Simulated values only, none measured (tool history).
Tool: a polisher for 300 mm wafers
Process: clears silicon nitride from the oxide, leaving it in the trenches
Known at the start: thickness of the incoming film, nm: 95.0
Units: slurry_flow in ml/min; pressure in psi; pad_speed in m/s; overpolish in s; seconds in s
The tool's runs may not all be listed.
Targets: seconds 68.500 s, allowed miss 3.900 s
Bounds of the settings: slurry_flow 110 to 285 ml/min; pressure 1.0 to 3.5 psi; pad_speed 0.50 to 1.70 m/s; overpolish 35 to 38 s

{"run": 1, "hour": 0.0, "slurry_flow": 180, "pressure": 2.2, "pad_speed": 1.1, "overpolish": 35, "seconds": 125.97}
{"run": 2, "hour": 5.2, "slurry_flow": 180, "pressure": 1.6, "pad_speed": 1.1, "overpolish": 35, "seconds": 170.2}
{"run": 3, "hour": 10.4, "slurry_flow": 180, "pressure": 1.6, "pad_speed": 1.1, "overpolish": 38, "seconds": 168.45}
{"run": 4, "hour": 14.5, "slurry_flow": 180, "pressure": 2.1, "pad_speed": 1.12, "overpolish": 38, "seconds": 126.79}
{"run": 5, "hour": 22.8, "slurry_flow": 200, "pressure": 2.1, "pad_speed": 1.12, "overpolish": 38, "seconds": 122.18}
{"run": 6, "hour": 23.8, "slurry_flow": 200, "pressure": 1.6, "pad_speed": 1.12, "overpolish": 38, "seconds": 162.64}
{"run": 7, "hour": 30.2, "slurry_flow": 200, "pressure": 2.1, "pad_speed": 1.14, "overpolish": 38, "seconds": 122.22}
{"run": 8, "hour": 31.1, "slurry_flow": 205, "pressure": 2.4, "pad_speed": 1.16, "overpolish": 38, "seconds": 104.06}
{"run": 9, "hour": 31.8, "slurry_flow": 205, "pressure": 2.6, "pad_speed": 1.18, "overpolish": 38, "seconds": 95.632}
{"run": 10, "hour": 35.1, "slurry_flow": 205, "pressure": 2.8, "pad_speed": 1.2, "overpolish": 38, "seconds": 87.907}
{"run": 11, "hour": 41.8, "slurry_flow": 210, "pressure": 3.0, "pad_speed": 1.22, "overpolish": 38, "seconds": 80.842}
{"run": 12, "hour": 43.1, "slurry_flow": 210, "pressure": 3.1, "pad_speed": 1.22, "overpolish": 38, "seconds": 78.538}
{"run": 13, "hour": 46.4, "slurry_flow": 215, "pressure": 3.2, "pad_speed": 1.22, "overpolish": 38, "seconds": 75.551}
{"run": 14, "hour": 54.0, "slurry_flow": 215, "pressure": 3.3, "pad_speed": 1.22, "overpolish": 38, "seconds": 72.191}

4 next moves are on the table. One of them brings every result within its allowed miss. Which?
{"run": "A", "hour": 61.6, "slurry_flow": 200, "pressure": 2.9, "pad_speed": 1.32, "overpolish": 36, "seconds": "?"}
{"run": "B", "hour": 61.6, "slurry_flow": 280, "pressure": 2.4, "pad_speed": 1.48, "overpolish": 38, "seconds": "?"}
{"run": "C", "hour": 61.6, "slurry_flow": 235, "pressure": 3.4, "pad_speed": 1.24, "overpolish": 35, "seconds": "?"}
{"run": "D", "hour": 61.6, "slurry_flow": 220, "pressure": 3.3, "pad_speed": 1.16, "overpolish": 35, "seconds": "?"}

move=A seconds=78.680
move=B seconds=81.387
move=C seconds=70.125
move=D seconds=77.657
A: further off than the last run
B: further off than the last run
C: meets every target
D: further off than the last run
Move C is the one to make.

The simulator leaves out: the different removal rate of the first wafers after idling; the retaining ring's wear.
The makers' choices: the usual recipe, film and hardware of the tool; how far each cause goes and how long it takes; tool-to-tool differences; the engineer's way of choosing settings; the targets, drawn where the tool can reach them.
